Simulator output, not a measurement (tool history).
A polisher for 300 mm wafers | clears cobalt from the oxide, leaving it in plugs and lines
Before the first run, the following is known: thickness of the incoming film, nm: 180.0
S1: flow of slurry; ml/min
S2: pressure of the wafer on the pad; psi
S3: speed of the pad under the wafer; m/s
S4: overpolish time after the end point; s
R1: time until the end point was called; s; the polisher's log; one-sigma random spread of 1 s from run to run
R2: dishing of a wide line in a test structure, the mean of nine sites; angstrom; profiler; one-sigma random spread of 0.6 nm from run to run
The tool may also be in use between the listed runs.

run 1 day=0.000 | S1=200 S2=2.1 S3=0.78 S4=17 | R1=46.351 R2=456.18
run 2 day=0.133 | S1=170 S2=2.1 S3=0.78 S4=17 | R1=47.760 R2=452.39
run 3 day=0.421 | S1=190 S2=2.1 S3=0.78 S4=17 | R1=46.659 R2=457.78
run 4 day=0.608 | S1=190 S2=2.1 S3=0.78 S4=21 | R1=47.527 R2=505.29
run 5 day=0.779 | S1=190 S2=2.1 S3=0.90 S4=21 | R1=41.359 R2=552.10
run 6 day=1.104 | S1=140 S2=2.1 S3=0.90 S4=21 | R1=42.706 R2=534.31
-- day=1.362 worn pad replaced by a new one
run 7 day=1.362 | S1=140 S2=2.0 S3=0.90 S4=22 | R1=39.244 R2=571.27
run 8 day=1.500 | S1=140 S2=1.9 S3=0.84 S4=23 | R1=46.250 R2=559.20
run 9 day=1.875 | S1=140 S2=1.8 S3=0.82 S4=23 | R1=47.424 R2=532.71

Predict the results of run 10:
run 10 day=2.175 | S1=140 S2=1.7 S3=0.80 S4=24 | R1=? R2=?

Run 10 gave R1 50.729 s, R2 533.36 angstrom.

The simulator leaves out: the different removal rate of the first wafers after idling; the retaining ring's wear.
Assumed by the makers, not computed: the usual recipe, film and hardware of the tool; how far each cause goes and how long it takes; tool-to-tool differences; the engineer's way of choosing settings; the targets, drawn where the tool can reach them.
